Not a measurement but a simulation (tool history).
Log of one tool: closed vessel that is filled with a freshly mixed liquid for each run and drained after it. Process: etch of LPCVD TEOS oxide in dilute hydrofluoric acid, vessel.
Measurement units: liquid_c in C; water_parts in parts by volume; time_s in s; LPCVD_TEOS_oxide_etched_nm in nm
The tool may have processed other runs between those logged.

run	day	liquid_c	water_parts	time_s	LPCVD_TEOS_oxide_etched_nm
1	0	23	160	105	23.868
2	0.088	21.5	170	105	21.419
3	0.375	21.5	120	105	31.643
4	0.508	20.5	145	105	24.188
5	0.838	17.5	145	105	21.658
6	1.129	21	145	105	24.97
7	1.375	21	145	105	24.584

Run 8, settings as shown, results not yet in. Your forecast:
8	1.467	20	160	105	?

{"run 8": {"LPCVD_TEOS_oxide_etched_nm": 21.429}}
